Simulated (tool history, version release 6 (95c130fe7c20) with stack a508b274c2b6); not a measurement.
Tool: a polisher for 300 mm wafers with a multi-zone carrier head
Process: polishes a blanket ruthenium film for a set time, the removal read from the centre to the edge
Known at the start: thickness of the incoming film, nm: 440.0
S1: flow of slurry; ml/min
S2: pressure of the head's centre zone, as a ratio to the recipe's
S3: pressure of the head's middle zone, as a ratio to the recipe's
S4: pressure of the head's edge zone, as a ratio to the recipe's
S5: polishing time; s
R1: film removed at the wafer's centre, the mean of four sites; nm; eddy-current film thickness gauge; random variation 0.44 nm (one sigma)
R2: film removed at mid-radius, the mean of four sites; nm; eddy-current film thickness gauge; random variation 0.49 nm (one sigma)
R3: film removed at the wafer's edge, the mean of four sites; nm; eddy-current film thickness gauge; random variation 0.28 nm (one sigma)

run	hour	S1	S2	S3	S4	S5	R1	R2	R3
1	0.0	310	1.00	1.00	1.00	36	40.084	38.984	38.355
2	4.1	305	0.96	1.03	0.98	36	38.076	40.680	37.538
3	5.7	300	0.93	1.04	0.98	36	37.338	40.800	37.787
4	6.9	300	0.93	1.04	0.98	33	33.805	37.179	34.870
5	12.2	305	0.92	1.07	0.99	33	34.467	38.753	34.361
6	19.1	300	0.89	1.08	1.00	34	33.940	39.612	35.659
7	27.8	300	0.87	1.10	1.01	34	33.931	39.307	36.288

The next listed run, before its measurement:
8	35.8	300	0.87	1.10	1.01	34	?	?	?

Run 8 gave R1 32.865 nm, R2 40.561 nm, R3 36.717 nm.
